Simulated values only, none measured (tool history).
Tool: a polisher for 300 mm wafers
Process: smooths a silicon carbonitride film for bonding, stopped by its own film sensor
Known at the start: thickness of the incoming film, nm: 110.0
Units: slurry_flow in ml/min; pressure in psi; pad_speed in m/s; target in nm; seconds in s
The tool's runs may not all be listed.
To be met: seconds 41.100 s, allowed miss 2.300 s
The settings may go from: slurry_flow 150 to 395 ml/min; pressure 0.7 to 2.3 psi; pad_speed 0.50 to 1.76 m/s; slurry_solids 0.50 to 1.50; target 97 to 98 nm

run 1 day=0.000 | slurry_flow=250 pressure=1.5 pad_speed=1.12 slurry_solids=1.00 target=97 | seconds=59.454
run 2 day=0.067 | slurry_flow=250 pressure=1.5 pad_speed=0.94 slurry_solids=1.00 target=97 | seconds=69.977
run 3 day=0.238 | slurry_flow=250 pressure=1.6 pad_speed=0.96 slurry_solids=1.00 target=97 | seconds=62.010
run 4 day=0.354 | slurry_flow=250 pressure=1.6 pad_speed=0.96 slurry_solids=1.15 target=97 | seconds=58.985
run 5 day=0.438 | slurry_flow=250 pressure=1.7 pad_speed=0.96 slurry_solids=1.15 target=97 | seconds=56.957
run 6 day=0.638 | slurry_flow=300 pressure=1.7 pad_speed=0.96 slurry_solids=1.15 target=97 | seconds=54.756
run 7 day=0.825 | slurry_flow=300 pressure=1.8 pad_speed=0.96 slurry_solids=1.15 target=97 | seconds=51.996
run 8 day=0.992 | slurry_flow=300 pressure=1.9 pad_speed=0.96 slurry_solids=1.15 target=97 | seconds=48.306
run 9 day=1.292 | slurry_flow=300 pressure=2.1 pad_speed=0.98 slurry_solids=1.15 target=97 | seconds=44.317

5 next moves are on the table. One of them brings every result within its allowed miss. Which?
run A day=1.592 | slurry_flow=315 pressure=2.1 pad_speed=0.84 slurry_solids=1.05 target=98 | seconds=?
run B day=1.592 | slurry_flow=350 pressure=1.9 pad_speed=0.92 slurry_solids=1.20 target=97 | seconds=?
run C day=1.592 | slurry_flow=265 pressure=2.2 pad_speed=0.88 slurry_solids=1.20 target=97 | seconds=?
run D day=1.592 | slurry_flow=325 pressure=2.1 pad_speed=0.96 slurry_solids=1.30 target=97 | seconds=?
run E day=1.592 | slurry_flow=260 pressure=2.0 pad_speed=0.90 slurry_solids=1.30 target=97 | seconds=?

move=A seconds=48.901
move=B seconds=50.422
move=C seconds=46.395
move=D seconds=42.881
move=E seconds=48.344
A: further off than the last run
B: further off than the last run
C: further off than the last run
D: meets every target
E: further off than the last run
Move D is the one to make.
